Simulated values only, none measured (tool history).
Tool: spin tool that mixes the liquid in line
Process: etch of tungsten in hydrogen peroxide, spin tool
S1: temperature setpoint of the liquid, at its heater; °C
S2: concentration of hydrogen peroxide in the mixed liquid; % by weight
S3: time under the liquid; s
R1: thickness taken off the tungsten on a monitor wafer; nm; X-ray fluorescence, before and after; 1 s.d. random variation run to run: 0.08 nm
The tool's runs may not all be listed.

run  hour    S1    S2  S3       R1
  1   0.0  43.0  15.5  15  18.1230
  2   2.9  43.0  15.5  15  18.1210
  3   6.3  43.0  17.5  15  19.3910
  4  12.7  36.5  17.5  15  12.6840
  5  13.9  37.5  17.5  15  13.6240
  6  18.7  32.0  17.5  15   9.4102
  7  22.2  34.5  17.5  15  11.1900
  8  25.1  36.0  17.5  15  12.2380

Run 9 comes next. What will it give?
     30.0  -- peroxide flow meter replaced
  9  30.0  37.0  17.5  15   ?

For run 9 the tool returned R1 12.4840 nm.
